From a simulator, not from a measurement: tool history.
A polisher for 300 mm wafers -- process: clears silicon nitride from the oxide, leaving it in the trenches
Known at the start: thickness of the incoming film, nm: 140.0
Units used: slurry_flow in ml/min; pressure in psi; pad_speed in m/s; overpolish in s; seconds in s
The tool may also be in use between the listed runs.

run	hour	slurry_flow	pressure	pad_speed	overpolish	seconds
1	0	140	2.9	1.22	5	98.436
2	1.2	170	2.9	1.22	5	98.054
3	5.3	185	2.9	1.22	5	100.36
4	12.7	185	2.5	1.2	5	108.98
5	18.4	185	2.5	1.2	4	110.46
6	21	185	2.2	1.14	4	128.01
7	25.5	185	2	1.12	4	137.92

Forecast run 8:
8	26.1	185	1.8	1.1	4	?

Run 8 measured seconds 152.64 s.

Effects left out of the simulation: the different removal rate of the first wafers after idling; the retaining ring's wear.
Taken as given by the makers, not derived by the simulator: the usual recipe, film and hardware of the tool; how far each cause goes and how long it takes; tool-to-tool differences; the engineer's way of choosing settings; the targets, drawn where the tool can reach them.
